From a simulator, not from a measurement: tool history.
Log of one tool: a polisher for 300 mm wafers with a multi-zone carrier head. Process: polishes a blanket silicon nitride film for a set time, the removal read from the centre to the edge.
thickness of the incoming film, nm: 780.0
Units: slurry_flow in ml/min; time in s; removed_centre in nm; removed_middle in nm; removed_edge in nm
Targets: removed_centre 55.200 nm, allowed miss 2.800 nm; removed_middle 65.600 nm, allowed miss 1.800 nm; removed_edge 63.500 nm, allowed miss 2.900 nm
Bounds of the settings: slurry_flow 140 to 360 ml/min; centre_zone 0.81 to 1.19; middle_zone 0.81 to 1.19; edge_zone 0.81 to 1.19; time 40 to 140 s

Run 1, hour 0.0: slurry_flow 230 ml/min, centre_zone 1.00, middle_zone 1.00, edge_zone 1.00, time 90 s. Result: removed_centre 106.200 nm, removed_middle 112.510 nm, removed_edge 113.170 nm.
Run 2, hour 4.3: slurry_flow 230 ml/min, centre_zone 1.05, middle_zone 1.00, edge_zone 1.00, time 90 s. Result: removed_centre 112.070 nm, removed_middle 111.810 nm, removed_edge 109.280 nm.
Run 3, hour 8.3: slurry_flow 225 ml/min, centre_zone 1.02, middle_zone 1.00, edge_zone 0.98, time 79 s. Result: removed_centre 95.731 nm, removed_middle 98.422 nm, removed_edge 95.814 nm.
Run 4, hour 16.0: slurry_flow 220 ml/min, centre_zone 0.99, middle_zone 0.99, edge_zone 0.96, time 72 s. Result: removed_centre 84.657 nm, removed_middle 87.478 nm, removed_edge 86.657 nm.
Run 5, hour 18.3: slurry_flow 220 ml/min, centre_zone 0.99, middle_zone 0.99, edge_zone 0.96, time 86 s. Result: removed_centre 102.230 nm, removed_middle 105.730 nm, removed_edge 103.570 nm.
Run 6, hour 22.2: slurry_flow 220 ml/min, centre_zone 0.99, middle_zone 0.99, edge_zone 0.96, time 64 s. Result: removed_centre 75.181 nm, removed_middle 78.859 nm, removed_edge 75.533 nm.
Run 7, hour 27.3: slurry_flow 195 ml/min, centre_zone 0.89, middle_zone 0.92, edge_zone 0.88, time 53 s. Result: removed_centre 56.246 nm, removed_middle 60.791 nm, removed_edge 60.147 nm.
Run 8, hour 33.7: slurry_flow 205 ml/min, centre_zone 0.88, middle_zone 0.93, edge_zone 0.89, time 53 s. Result: removed_centre 55.908 nm, removed_middle 60.401 nm, removed_edge 60.050 nm.
Run 9, hour 36.8: slurry_flow 205 ml/min, centre_zone 0.88, middle_zone 0.95, edge_zone 0.91, time 53 s. Result: removed_centre 57.735 nm, removed_middle 61.690 nm, removed_edge 60.816 nm.

5 next moves are on the table. One of them brings every result within its allowed miss. Which?
Run A, hour 39.9: slurry_flow 185 ml/min, centre_zone 0.81, middle_zone 0.82, edge_zone 0.93, time 55 s. Result: removed_centre ?, removed_middle ?, removed_edge ?.
Run B, hour 39.9: slurry_flow 180 ml/min, centre_zone 0.83, middle_zone 0.98, edge_zone 0.91, time 55 s. Result: removed_centre ?, removed_middle ?, removed_edge ?.
Run C, hour 39.9: slurry_flow 280 ml/min, centre_zone 1.09, middle_zone 0.99, edge_zone 1.03, time 48 s. Result: removed_centre ?, removed_middle ?, removed_edge ?.
Run D, hour 39.9: slurry_flow 180 ml/min, centre_zone 0.90, middle_zone 0.95, edge_zone 0.93, time 52 s. Result: removed_centre ?, removed_middle ?, removed_edge ?.
Run E, hour 39.9: slurry_flow 320 ml/min, centre_zone 1.11, middle_zone 0.99, edge_zone 1.07, time 44 s. Result: removed_centre ?, removed_middle ?, removed_edge ?.

move  removed_centre  removed_middle  removed_edge
   A          55.100          56.255        63.951
   B          55.917          64.941        63.006
   C          64.112          60.371        60.676
   D          56.195          59.798        60.173
   E          60.481          56.050        57.201
A: further off than the last run
B: meets every target
C: further off than the last run
D: further off than the last run
E: further off than the last run
Answer: B

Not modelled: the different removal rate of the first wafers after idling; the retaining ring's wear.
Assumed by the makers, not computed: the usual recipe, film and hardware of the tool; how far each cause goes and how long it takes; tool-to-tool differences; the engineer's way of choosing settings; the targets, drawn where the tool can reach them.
